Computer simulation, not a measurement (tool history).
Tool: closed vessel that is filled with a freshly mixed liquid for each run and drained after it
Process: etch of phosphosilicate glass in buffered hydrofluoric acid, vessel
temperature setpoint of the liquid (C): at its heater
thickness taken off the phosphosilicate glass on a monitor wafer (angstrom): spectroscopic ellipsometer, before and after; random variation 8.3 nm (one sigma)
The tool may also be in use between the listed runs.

run  hour  temperature setpoint of the liquid (C)  parts of 40 % ammonium fluoride to one part of 49 % hydrofluoric acid (parts by volume)  time in the liquid (s)  thickness taken off the phosphosilicate glass on a monitor wafer (angstrom)
  1   0.0                                    21.0                                                                                     12.0                      90                                                                       3837.4
  2   2.3                                    21.0                                                                                     15.5                      90                                                                       2957.9
  3   7.5                                    22.5                                                                                     13.0                      90                                                                       3844.2
  4  16.2                                    26.0                                                                                     13.0                      90                                                                       4616.1
  5  24.7                                    23.5                                                                                     13.0                      90                                                                       4049.8
  6  29.9                                    23.5                                                                                     13.0                      90                                                                       4065.3
  7  35.3                                    27.5                                                                                      9.0                      90                                                                       6983.8

Run 8 comes next. What will it give?
  8  38.1                                    28.0                                                                                      8.5                      90                                                                            ?

{"run 8": {"thickness taken off the phosphosilicate glass on a monitor wafer (angstrom)": 7495.9}}
